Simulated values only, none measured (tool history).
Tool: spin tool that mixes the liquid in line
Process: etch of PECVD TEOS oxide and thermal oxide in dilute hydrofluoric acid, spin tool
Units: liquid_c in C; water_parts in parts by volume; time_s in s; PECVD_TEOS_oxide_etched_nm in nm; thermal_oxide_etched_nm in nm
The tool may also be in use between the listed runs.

| run | day | liquid_c | water_parts | time_s | PECVD_TEOS_oxide_etched_nm | thermal_oxide_etched_nm |
|---|---|---|---|---|---|---|
| 1 | 0.000 | 25.0 | 120 | 160 | 15.975 | 6.0815 |
| 2 | 0.067 | 25.0 | 80 | 160 | 25.384 | 9.5408 |
| 3 | 0.188 | 25.0 | 80 | 105 | 16.632 | 6.3286 |
| 4 | 0.467 | 26.0 | 80 | 105 | 17.217 | 6.5276 |
| 5 | 0.825 | 27.0 | 80 | 105 | 17.836 | 6.8384 |
| 6 | 1.112 | 27.5 | 80 | 105 | 18.286 | 7.0163 |
| 7 | 1.488 | 28.0 | 80 | 105 | 18.645 | 7.2224 |
| 8 | 1.604 | 28.5 | 80 | 105 | 18.958 | 7.2939 |

Run 9 comes next. What will it give?
| 9 | 1.929 | 29.0 | 80 | 105 | ? | ? |

{"run 9": {"PECVD_TEOS_oxide_etched_nm": 19.427, "thermal_oxide_etched_nm": 7.3984}}
